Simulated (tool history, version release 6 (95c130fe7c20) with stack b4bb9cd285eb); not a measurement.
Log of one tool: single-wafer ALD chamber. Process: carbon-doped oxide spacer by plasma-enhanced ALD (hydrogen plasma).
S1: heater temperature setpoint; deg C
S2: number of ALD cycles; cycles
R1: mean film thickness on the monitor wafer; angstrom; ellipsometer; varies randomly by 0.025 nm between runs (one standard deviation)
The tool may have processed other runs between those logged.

run	hour	S1	S2	R1
1	0	395	225	101.66
2	1.8	387	225	100.9
3	10.6	387	249	111.4
4	11.4	387	227	101.96
# hour 19.6: thermocouple changed; heater temperature recalibrated
5	19.6	387	212	95.271
6	23.6	387	203	91.517
7	29.7	387	197	88.113
8	30.5	387	194	87.325

Estimate the outcome of run 9 from the log above:
9	32.4	387	192	?

{"run 9": {"R1": 86.368}}

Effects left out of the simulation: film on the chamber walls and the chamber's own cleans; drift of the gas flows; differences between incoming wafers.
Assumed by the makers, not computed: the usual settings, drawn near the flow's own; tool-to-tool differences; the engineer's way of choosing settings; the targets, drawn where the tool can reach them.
